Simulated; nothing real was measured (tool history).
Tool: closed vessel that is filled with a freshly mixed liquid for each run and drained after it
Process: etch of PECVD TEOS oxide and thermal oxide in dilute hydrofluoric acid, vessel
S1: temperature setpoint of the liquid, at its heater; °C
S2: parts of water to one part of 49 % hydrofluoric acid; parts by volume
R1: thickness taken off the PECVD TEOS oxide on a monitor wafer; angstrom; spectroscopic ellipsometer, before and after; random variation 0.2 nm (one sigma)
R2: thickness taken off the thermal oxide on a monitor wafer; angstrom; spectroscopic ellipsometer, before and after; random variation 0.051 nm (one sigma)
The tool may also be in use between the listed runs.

run 1 hour=0.0 | S1=23.0 S2=75 time_in_the_liquid_(s)=60 | R1=154.32 R2=36.747
run 2 hour=2.8 | S1=23.0 S2=55 time_in_the_liquid_(s)=60 | R1=217.42 R2=52.003
run 3 hour=5.0 | S1=24.5 S2=55 time_in_the_liquid_(s)=60 | R1=232.30 R2=54.705
run 4 hour=13.1 | S1=24.5 S2=65 time_in_the_liquid_(s)=60 | R1=195.17 R2=45.799
run 5 hour=20.6 | S1=24.5 S2=50 time_in_the_liquid_(s)=60 | R1=257.84 R2=61.175
run 6 hour=27.6 | S1=25.0 S2=50 time_in_the_liquid_(s)=60 | R1=262.53 R2=61.901

Forecast run 7:
run 7 hour=28.4 | S1=25.5 S2=50 time_in_the_liquid_(s)=60 | R1=? R2=?

Run 7 gave R1 264.80 angstrom, R2 61.871 angstrom.

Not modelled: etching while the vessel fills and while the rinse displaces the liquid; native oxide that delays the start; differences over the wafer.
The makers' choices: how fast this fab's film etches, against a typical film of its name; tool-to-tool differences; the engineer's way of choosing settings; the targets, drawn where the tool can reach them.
